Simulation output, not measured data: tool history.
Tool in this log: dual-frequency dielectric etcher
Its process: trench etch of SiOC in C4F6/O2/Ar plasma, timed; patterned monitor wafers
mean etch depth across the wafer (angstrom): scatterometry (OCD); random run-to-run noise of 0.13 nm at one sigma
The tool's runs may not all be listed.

run,hour,source power (kW),bias power (kW),etch time (s),mean etch depth across the wafer (angstrom)
1,0.0,0.320,0.144,13.5,242.21
2,4.6,0.280,0.144,13.5,231.74
3,6.2,0.280,0.144,12.5,214.89
4,12.8,0.280,0.167,12.5,228.77
5,18.4,0.280,0.167,13.5,249.05
6,26.3,0.280,0.167,13.5,246.13
7,35.1,0.270,0.164,13.5,242.11
8,39.4,0.260,0.161,13.5,240.28

The next listed run, before its measurement:
9,45.5,0.260,0.156,13.5,?

Run 9 measured mean etch depth across the wafer (angstrom) 238.20.

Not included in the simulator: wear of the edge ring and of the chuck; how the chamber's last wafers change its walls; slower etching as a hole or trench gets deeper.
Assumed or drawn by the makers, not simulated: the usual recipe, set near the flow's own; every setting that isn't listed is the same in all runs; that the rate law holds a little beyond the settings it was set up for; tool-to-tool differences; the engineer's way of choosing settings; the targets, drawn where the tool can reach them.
